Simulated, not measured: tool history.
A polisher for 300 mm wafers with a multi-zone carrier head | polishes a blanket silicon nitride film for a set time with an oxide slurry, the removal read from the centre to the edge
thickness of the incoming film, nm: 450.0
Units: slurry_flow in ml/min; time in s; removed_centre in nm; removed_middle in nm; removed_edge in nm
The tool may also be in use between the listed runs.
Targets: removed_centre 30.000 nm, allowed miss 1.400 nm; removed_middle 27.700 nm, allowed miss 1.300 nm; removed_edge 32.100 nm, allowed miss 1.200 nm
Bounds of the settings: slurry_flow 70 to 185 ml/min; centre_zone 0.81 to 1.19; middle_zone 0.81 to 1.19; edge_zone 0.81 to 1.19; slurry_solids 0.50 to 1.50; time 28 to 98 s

run	hour	slurry_flow	centre_zone	middle_zone	edge_zone	slurry_solids	time	removed_centre	removed_middle	removed_edge
1	0.0	120	1.00	1.00	1.00	1.00	63	61.156	61.491	60.567
2	7.2	110	0.99	0.96	0.99	0.85	57	47.789	47.440	47.856
3	12.2	100	0.98	0.92	0.99	0.75	55	40.865	38.720	42.529
4	21.2	100	0.98	0.92	0.99	0.75	43	31.955	31.042	32.945
5	29.4	100	0.98	0.92	1.02	0.75	43	32.281	30.806	32.930
6	32.2	125	0.98	0.92	1.02	0.75	43	33.534	32.286	34.660
7	34.0	115	0.97	0.90	1.02	0.75	43	31.906	31.785	34.745
8	36.0	105	0.98	0.89	1.02	0.75	43	32.807	30.633	33.230
9	45.0	100	0.96	0.87	1.02	0.75	43	31.002	29.304	33.319
10	47.1	95	0.96	0.87	1.02	0.75	43	31.045	29.230	34.023

5 next moves are on the table. One of them brings every result within its allowed miss. Which?
A	49.2	90	0.99	0.81	0.90	0.60	55	?	?	?
B	49.2	110	0.95	0.92	0.98	0.80	40	?	?	?
C	49.2	90	1.03	0.91	1.13	0.90	35	?	?	?
D	49.2	100	0.86	0.84	1.04	0.75	45	?	?	?
E	49.2	90	0.91	0.89	1.03	0.75	41	?	?	?

move	removed_centre	removed_middle	removed_edge
A	32.432	28.851	33.013
B	30.567	31.036	32.766
C	29.424	27.717	32.210
D	29.225	30.240	35.657
E	27.159	28.103	31.732
A: brings the result that was furthest off to its target, and leaves another outside
B: brings the result that was furthest off to its target, and leaves another outside
C: meets every target
D: further off than the last run
E: brings the result that was furthest off to its target, and leaves another outside
Move C is the one to make.

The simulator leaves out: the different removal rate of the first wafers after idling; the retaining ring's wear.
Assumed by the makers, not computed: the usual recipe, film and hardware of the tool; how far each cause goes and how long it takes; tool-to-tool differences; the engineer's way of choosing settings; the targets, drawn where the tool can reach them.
